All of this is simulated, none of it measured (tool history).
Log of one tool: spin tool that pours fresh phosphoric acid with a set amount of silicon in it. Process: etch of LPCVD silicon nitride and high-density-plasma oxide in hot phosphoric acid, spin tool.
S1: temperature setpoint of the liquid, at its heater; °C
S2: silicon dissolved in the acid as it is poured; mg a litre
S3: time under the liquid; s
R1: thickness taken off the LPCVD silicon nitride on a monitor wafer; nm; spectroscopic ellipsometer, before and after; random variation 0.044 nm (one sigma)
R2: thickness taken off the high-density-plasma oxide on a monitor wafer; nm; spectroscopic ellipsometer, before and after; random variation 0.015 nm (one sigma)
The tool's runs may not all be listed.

run	day	S1	S2	S3	R1	R2
1	0.000	163.0	11.5	85	10.6050	0.50572
2	0.150	163.0	17.5	85	10.7650	0.41088
3	0.333	161.5	17.0	75	8.8976	0.34344
4	0.483	163.0	17.0	75	9.4118	0.39863
5	0.750	164.0	17.0	75	9.5826	0.44151
6	1.112	162.5	17.5	70	8.6535	0.34312
7	1.212	162.5	17.5	70	8.6884	0.36361
8	1.562	161.5	18.0	65	7.8232	0.31013
9	1.662	160.5	18.5	65	7.5693	0.29004

Run 10 comes next. What will it give?
10	1.829	158.0	21.5	60	?	?

Run 10 gave R1 6.3713 nm, R2 0.19418 nm.

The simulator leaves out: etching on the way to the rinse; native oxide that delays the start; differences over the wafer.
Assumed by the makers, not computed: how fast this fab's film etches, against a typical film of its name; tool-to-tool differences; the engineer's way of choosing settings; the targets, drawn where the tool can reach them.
